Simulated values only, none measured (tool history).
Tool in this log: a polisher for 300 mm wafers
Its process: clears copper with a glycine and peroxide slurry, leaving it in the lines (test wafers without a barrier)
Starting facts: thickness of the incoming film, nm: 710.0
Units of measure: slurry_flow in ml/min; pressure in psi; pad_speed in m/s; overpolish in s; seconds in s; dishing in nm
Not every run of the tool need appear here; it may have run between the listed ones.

Run 1, hour 0.0: slurry_flow 230 ml/min, pressure 3.0 psi, pad_speed 1.16 m/s, overpolish 13 s. Result: seconds 94.449 s, dishing 61.636 nm.
Run 2, hour 0.7: slurry_flow 230 ml/min, pressure 2.8 psi, pad_speed 1.16 m/s, overpolish 13 s. Result: seconds 99.867 s, dishing 59.890 nm.
Run 3, hour 5.5: slurry_flow 230 ml/min, pressure 2.6 psi, pad_speed 1.16 m/s, overpolish 12 s. Result: seconds 104.970 s, dishing 52.323 nm.
Run 4, hour 13.7: slurry_flow 230 ml/min, pressure 3.3 psi, pad_speed 1.16 m/s, overpolish 12 s. Result: seconds 87.131 s, dishing 62.171 nm.
Run 5, hour 22.7: slurry_flow 230 ml/min, pressure 3.0 psi, pad_speed 1.14 m/s, overpolish 12 s. Result: seconds 97.101 s, dishing 58.261 nm.
Run 6, hour 30.2: slurry_flow 230 ml/min, pressure 3.0 psi, pad_speed 1.40 m/s, overpolish 12 s. Result: seconds 81.721 s, dishing 63.743 nm.

What will run 7 give?
Run 7, hour 33.2: slurry_flow 230 ml/min, pressure 2.6 psi, pad_speed 1.38 m/s, overpolish 12 s. Result: seconds ?, dishing ?.

{"run 7": {"seconds": 93.346, "dishing": 58.71}}
